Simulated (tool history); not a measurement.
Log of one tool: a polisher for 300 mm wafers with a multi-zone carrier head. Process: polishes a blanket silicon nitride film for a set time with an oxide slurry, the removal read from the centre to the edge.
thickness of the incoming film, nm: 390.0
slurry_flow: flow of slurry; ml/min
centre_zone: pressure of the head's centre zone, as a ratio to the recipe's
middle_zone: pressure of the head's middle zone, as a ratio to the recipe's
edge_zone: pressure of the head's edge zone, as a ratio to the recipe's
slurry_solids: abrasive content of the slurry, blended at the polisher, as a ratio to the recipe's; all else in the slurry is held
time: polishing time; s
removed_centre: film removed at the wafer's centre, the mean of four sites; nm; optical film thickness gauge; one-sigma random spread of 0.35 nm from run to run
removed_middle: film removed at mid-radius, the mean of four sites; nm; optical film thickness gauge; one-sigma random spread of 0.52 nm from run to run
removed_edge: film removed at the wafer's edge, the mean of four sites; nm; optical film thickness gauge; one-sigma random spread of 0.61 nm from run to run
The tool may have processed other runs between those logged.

run,hour,slurry_flow,centre_zone,middle_zone,edge_zone,slurry_solids,time,removed_centre,removed_middle,removed_edge
1,0.0,310,1.00,1.00,1.00,1.00,85,48.543,47.848,47.086
2,4.3,310,1.00,1.00,1.00,0.85,85,44.913,44.146,43.655
3,9.0,310,1.00,1.00,1.00,1.00,85,47.911,47.631,48.589
4,11.0,315,1.01,1.01,1.01,1.00,85,49.227,47.838,49.346
5,19.1,325,1.01,1.03,1.00,1.00,85,48.757,48.880,47.056
6,23.4,325,1.01,1.04,1.01,1.00,85,48.794,49.804,48.321
7,29.1,330,1.02,1.05,1.02,1.00,85,49.206,50.288,48.868
8,30.4,335,1.03,1.06,1.03,1.00,85,49.625,50.692,49.122

Estimate the outcome of run 9 from the log above:
9,37.6,335,1.03,1.06,1.03,1.00,85,?,?,?

removed_centre: 49.824 nm
removed_middle: 50.168 nm
removed_edge: 48.608 nm
